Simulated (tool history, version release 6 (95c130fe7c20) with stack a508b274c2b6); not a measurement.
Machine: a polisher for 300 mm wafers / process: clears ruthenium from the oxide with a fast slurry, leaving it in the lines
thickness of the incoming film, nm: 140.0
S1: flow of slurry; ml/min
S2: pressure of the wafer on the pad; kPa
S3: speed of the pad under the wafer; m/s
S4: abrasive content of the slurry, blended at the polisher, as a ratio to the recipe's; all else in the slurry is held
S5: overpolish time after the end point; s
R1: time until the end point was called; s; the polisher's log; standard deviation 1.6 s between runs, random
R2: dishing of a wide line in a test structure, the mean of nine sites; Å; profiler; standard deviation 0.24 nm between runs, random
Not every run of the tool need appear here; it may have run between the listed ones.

run 1 hour=0.0 | S1=155 S2=12.4 S3=1.16 S4=1.0 S5=16 | R1=48.731 R2=351.00
run 2 hour=3.8 | S1=155 S2=12.4 S3=1.34 S4=1.0 S5=16 | R1=42.975 R2=394.07
run 3 hour=8.1 | S1=155 S2=11.0 S3=1.34 S4=1.0 S5=16 | R1=46.139 R2=377.17
run 4 hour=8.7 | S1=155 S2=10.3 S3=1.20 S4=1.0 S5=14 | R1=55.360 R2=280.31
run 5 hour=16.3 | S1=155 S2=9.7 S3=1.12 S4=1.0 S5=13 | R1=62.469 R2=242.96
run 6 hour=24.2 | S1=155 S2=9.0 S3=1.06 S4=1.0 S5=12 | R1=69.423 R2=198.71
run 7 hour=31.2 | S1=155 S2=8.3 S3=1.02 S4=1.0 S5=11 | R1=77.290 R2=168.62
run 8 hour=32.0 | S1=155 S2=7.6 S3=1.00 S4=1.0 S5=11 | R1=79.997 R2=154.07

What will run 9 give?
run 9 hour=38.1 | S1=155 S2=6.9 S3=0.98 S4=1.0 S5=11 | R1=? R2=?

{"run 9": {"R1": 89.749, "R2": 145.38}}
